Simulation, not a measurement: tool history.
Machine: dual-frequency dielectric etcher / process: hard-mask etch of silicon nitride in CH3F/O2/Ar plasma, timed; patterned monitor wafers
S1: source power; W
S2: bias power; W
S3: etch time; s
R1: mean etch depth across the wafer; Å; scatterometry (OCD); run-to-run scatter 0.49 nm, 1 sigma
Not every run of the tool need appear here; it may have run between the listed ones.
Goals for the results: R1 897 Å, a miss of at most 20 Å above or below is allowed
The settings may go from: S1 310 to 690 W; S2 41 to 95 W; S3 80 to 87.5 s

run	day	S1	S2	S3	R1
1	0	500	68	87.5	792.47
2	0.192	500	68	87.5	793.92
3	0.388	500	68	87.5	789
4	0.696	500	68	80	724.86
5	1.067	570	68	80	785.47
6	1.325	570	68	87.5	855.05
7	1.383	580	68	87.5	872
8	1.492	590	68	87.5	867.34

Which one of the following 4 next-run settings gets every result inside its allowed miss? There is exactly one.
A	1.6	520	69	87.5	?
B	1.6	650	66	86	?
C	1.6	570	67	87.5	?
D	1.6	510	77	87.5	?

move	R1
A	814.11
B	897.42
C	851.97
D	831.17
A: misses by more than the last run did
B: all results in spec
C: misses by more than the last run did
D: misses by more than the last run did
Go with B: it meets all targets.
